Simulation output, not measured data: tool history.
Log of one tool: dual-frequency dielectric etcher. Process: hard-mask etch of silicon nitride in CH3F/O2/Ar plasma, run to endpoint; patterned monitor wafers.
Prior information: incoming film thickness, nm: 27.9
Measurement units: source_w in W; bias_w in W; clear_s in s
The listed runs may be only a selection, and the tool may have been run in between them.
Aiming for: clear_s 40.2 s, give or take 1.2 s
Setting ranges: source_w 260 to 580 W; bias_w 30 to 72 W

run    day  source_w  bias_w  clear_s
  1      0       420      51    44.98
  2  0.108       450      53   43.888
  3  0.217       400      53   44.521
  4   0.25       340      53   45.609
  5  0.567       360      58   43.922
  6  0.875       360      52   45.829
  7  1.125       380      56   44.648
  8   1.35       410      61   41.633
  9  1.683       420      62   41.783

Of the 4 settings listed for the next run, only one would bring every result within its allowed miss of target. Which one?
  A  2.017       400      69        ?
  B  2.017       380      56        ?
  C  2.017       400      60        ?
  D  2.017       380      59        ?

move  clear_s
   A    40.54
   B   44.483
   C   42.787
   D   43.606
A: each result inside its tolerance
B: the biggest miss grows against the last run
C: the biggest miss grows against the last run
D: the biggest miss grows against the last run
The move that meets every target is A.
